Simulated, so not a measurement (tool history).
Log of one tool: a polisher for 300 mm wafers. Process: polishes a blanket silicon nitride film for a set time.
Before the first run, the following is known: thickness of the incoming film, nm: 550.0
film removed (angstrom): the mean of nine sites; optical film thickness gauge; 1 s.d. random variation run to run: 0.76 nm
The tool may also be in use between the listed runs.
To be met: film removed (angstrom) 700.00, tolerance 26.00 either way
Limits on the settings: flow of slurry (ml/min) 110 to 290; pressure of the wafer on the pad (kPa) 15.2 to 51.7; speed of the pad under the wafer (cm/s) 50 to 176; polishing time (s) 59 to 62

run,day,flow of slurry (ml/min),pressure of the wafer on the pad (kPa),speed of the pad under the wafer (cm/s),polishing time (s),film removed (angstrom)
1,0.000,185,33.1,112,59,1385.00
2,0.342,205,33.1,112,59,1383.80
3,0.588,205,27.6,106,59,1121.20
4,0.762,205,27.6,106,62,1148.20
5,0.925,205,23.4,102,62,950.56
6,0.996,205,20.7,102,62,857.00
7,1.221,200,19.3,102,62,812.37
8,1.288,195,17.9,102,62,740.92
9,1.358,190,17.9,102,62,761.91
10,1.438,190,17.9,102,62,740.76
11,1.608,180,15.9,102,62,678.01

5 candidate next runs follow, results not yet known. Just one meets every target within its allowed miss. Identify it.
A,1.779,190,17.2,90,62,?
B,1.779,160,17.9,90,59,?
C,1.779,175,19.3,84,59,?
D,1.779,135,20.0,80,62,?
E,1.779,175,17.9,102,59,?

move,film removed (angstrom)
A,658.93
B,633.21
C,652.41
D,650.38
E,710.35
A: lands further from the targets than the last run did
B: lands further from the targets than the last run did
C: lands further from the targets than the last run did
D: lands further from the targets than the last run did
E: all results in spec
The move that meets every target is E.

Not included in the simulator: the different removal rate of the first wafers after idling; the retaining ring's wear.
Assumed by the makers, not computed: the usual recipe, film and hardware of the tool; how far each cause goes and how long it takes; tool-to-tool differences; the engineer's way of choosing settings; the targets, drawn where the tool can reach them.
